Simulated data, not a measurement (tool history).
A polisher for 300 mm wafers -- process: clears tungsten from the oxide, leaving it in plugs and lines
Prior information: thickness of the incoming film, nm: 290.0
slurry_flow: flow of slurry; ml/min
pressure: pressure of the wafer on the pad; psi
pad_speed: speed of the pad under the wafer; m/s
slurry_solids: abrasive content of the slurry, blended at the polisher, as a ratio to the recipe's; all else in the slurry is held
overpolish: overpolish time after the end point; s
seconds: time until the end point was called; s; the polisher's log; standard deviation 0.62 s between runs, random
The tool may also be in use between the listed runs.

{"run": 1, "hour": 0.0, "slurry_flow": 300, "pressure": 3.3, "pad_speed": 1.14, "slurry_solids": 1.0, "overpolish": 13, "seconds": 56.856}
{"run": 2, "hour": 4.5, "slurry_flow": 300, "pressure": 3.4, "pad_speed": 1.14, "slurry_solids": 1.0, "overpolish": 13, "seconds": 55.943}
{"run": 3, "hour": 12.8, "slurry_flow": 300, "pressure": 2.6, "pad_speed": 1.14, "slurry_solids": 1.0, "overpolish": 13, "seconds": 73.325}
{"run": 4, "hour": 17.3, "slurry_flow": 250, "pressure": 2.6, "pad_speed": 1.14, "slurry_solids": 1.0, "overpolish": 13, "seconds": 72.585}
{"run": 5, "hour": 24.2, "slurry_flow": 250, "pressure": 2.8, "pad_speed": 1.14, "slurry_solids": 1.0, "overpolish": 13, "seconds": 68.553}
{"run": 6, "hour": 31.5, "slurry_flow": 250, "pressure": 3.0, "pad_speed": 1.14, "slurry_solids": 1.0, "overpolish": 13, "seconds": 64.897}
{"run": 7, "hour": 37.9, "slurry_flow": 250, "pressure": 3.0, "pad_speed": 1.14, "slurry_solids": 1.0, "overpolish": 13, "seconds": 63.964}
{"run": 8, "hour": 41.0, "slurry_flow": 250, "pressure": 3.0, "pad_speed": 1.14, "slurry_solids": 1.0, "overpolish": 13, "seconds": 64.352}

Run 9 is up next; what results do you expect?
{"run": 9, "hour": 44.1, "slurry_flow": 250, "pressure": 3.2, "pad_speed": 1.14, "slurry_solids": 1.0, "overpolish": 13, "seconds": "?"}

seconds: 61.602 s

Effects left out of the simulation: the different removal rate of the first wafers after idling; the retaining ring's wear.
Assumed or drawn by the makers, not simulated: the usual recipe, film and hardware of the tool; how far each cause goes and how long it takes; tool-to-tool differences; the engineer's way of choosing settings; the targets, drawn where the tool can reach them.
